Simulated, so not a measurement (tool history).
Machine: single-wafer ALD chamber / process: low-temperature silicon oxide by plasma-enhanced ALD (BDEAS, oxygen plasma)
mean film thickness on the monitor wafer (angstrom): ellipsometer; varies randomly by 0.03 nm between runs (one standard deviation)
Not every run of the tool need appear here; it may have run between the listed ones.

run	hour	heater temperature setpoint (°C)	number of ALD cycles (cycles)	mean film thickness on the monitor wafer (angstrom)
1	0	90	60	82.663
2	2.6	80	60	86.179
3	5.7	79	60	86.077
4	8.2	73	60	88.471
5	17.2	73	68	99.631
6	17.9	66	68	101.99
7	22.7	66	68	102.42

Forecast run 8:
8	25.4	68	67	?

Run 8 gave mean film thickness on the monitor wafer (angstrom) 100.6.
